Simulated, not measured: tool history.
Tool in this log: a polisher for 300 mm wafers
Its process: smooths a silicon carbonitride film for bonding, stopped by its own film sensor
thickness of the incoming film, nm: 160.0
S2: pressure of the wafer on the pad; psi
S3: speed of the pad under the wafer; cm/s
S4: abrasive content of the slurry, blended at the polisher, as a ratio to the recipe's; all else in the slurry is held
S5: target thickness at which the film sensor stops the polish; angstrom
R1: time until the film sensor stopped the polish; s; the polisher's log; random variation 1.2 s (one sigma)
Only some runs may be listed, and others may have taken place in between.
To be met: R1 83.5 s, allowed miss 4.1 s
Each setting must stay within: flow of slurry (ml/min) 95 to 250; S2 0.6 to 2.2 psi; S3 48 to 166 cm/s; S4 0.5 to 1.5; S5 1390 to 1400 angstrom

{"run": 1, "hour": 0.0, "flow of slurry (ml/min)": 160, "S2": 1.4, "S3": 106, "S4": 1, "S5": 1400, "R1": 116.28}
{"run": 2, "hour": 5.2, "flow of slurry (ml/min)": 160, "S2": 1.5, "S3": 106, "S4": 1, "S5": 1400, "R1": 110.51}
{"run": 3, "hour": 11.9, "flow of slurry (ml/min)": 160, "S2": 1.6, "S3": 106, "S4": 1, "S5": 1400, "R1": 105.48}
{"run": 4, "hour": 19.0, "flow of slurry (ml/min)": 160, "S2": 1.7, "S3": 106, "S4": 1, "S5": 1400, "R1": 98.251}
{"run": 5, "hour": 23.6, "flow of slurry (ml/min)": 160, "S2": 1.4, "S3": 106, "S4": 1, "S5": 1400, "R1": 118.87}
{"run": 6, "hour": 27.6, "flow of slurry (ml/min)": 160, "S2": 1.4, "S3": 106, "S4": 1, "S5": 1400, "R1": 118.5}
{"run": 7, "hour": 33.4, "flow of slurry (ml/min)": 160, "S2": 1.4, "S3": 106, "S4": 1, "S5": 1400, "R1": 120.05}
{"run": 8, "hour": 34.5, "flow of slurry (ml/min)": 160, "S2": 1.5, "S3": 106, "S4": 1, "S5": 1400, "R1": 108.69}
{"run": 9, "hour": 41.4, "flow of slurry (ml/min)": 165, "S2": 1.9, "S3": 108, "S4": 1, "S5": 1400, "R1": 89.649}

Next run, 4 choices. One meets every target within its allowed miss, the rest don't. Which?
{"run": "A", "hour": 48.3, "flow of slurry (ml/min)": 165, "S2": 2, "S3": 122, "S4": 1.1, "S5": 1400, "R1": "?"}
{"run": "B", "hour": 48.3, "flow of slurry (ml/min)": 200, "S2": 2, "S3": 122, "S4": 0.95, "S5": 1390, "R1": "?"}
{"run": "C", "hour": 48.3, "flow of slurry (ml/min)": 165, "S2": 1.9, "S3": 124, "S4": 1.2, "S5": 1400, "R1": "?"}
{"run": "D", "hour": 48.3, "flow of slurry (ml/min)": 165, "S2": 2.1, "S3": 124, "S4": 0.95, "S5": 1400, "R1": "?"}

move=A R1=76.234
move=B R1=81.852
move=C R1=76.771
move=D R1=76.149
A: pushes the last run's worst result past its target
B: all results land within tolerance of their targets
C: pushes the last run's worst result past its target
D: pushes the last run's worst result past its target
Correct choice: B, which meets every target
